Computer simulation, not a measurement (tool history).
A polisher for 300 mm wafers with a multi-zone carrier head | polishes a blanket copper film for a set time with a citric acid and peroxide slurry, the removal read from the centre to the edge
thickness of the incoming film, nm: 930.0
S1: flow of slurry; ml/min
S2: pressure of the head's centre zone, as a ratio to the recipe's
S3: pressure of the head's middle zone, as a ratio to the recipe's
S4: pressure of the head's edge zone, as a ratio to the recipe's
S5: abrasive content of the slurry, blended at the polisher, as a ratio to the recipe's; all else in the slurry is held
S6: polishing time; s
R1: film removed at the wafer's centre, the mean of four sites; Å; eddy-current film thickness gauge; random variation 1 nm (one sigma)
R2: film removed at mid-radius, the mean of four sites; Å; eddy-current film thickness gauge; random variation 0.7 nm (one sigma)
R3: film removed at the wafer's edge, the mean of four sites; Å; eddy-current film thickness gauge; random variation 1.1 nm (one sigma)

| run | hour | S1 | S2 | S3 | S4 | S5 | S6 | R1 | R2 | R3 |
|---|---|---|---|---|---|---|---|---|---|---|
| 1 | 0 | 270 | 1 | 1 | 1 | 1 | 41 | 949.72 | 950.41 | 955.07 |
| 2 | 3.6 | 280 | 1.02 | 1.01 | 1.05 | 1.15 | 42 | 991.92 | 1023.9 | 1051.7 |
| 3 | 5.3 | 280 | 0.98 | 1.01 | 1.05 | 1.15 | 42 | 979.15 | 1030.7 | 1058.4 |
| 4 | 12.4 | 280 | 0.98 | 0.95 | 1.05 | 1.15 | 42 | 968.26 | 982.54 | 1041.2 |
| 5 | 20 | 280 | 0.98 | 0.95 | 1.05 | 1.25 | 42 | 988.06 | 985.56 | 1061.7 |
| 6 | 27.5 | 300 | 1.04 | 0.98 | 1.08 | 1.35 | 42 | 1076.7 | 1026.9 | 1100.5 |
| 7 | 32.6 | 315 | 1.06 | 1 | 1.11 | 1.4 | 42 | 1117.4 | 1072.1 | 1148.6 |
| 8 | 39.4 | 330 | 1.07 | 1.01 | 1.13 | 1.4 | 42 | 1119.2 | 1087 | 1137.5 |
| 9 | 45.2 | 320 | 1.08 | 1.01 | 1.14 | 1.45 | 43 | 1177.9 | 1110.3 | 1176 |

The next listed run, before its measurement:
| 10 | 49.7 | 330 | 1.08 | 1.01 | 1.15 | 1.45 | 43 | ? | ? | ? |

{"run 10": {"R1": 1167.1, "R2": 1117.7, "R3": 1183.9}}
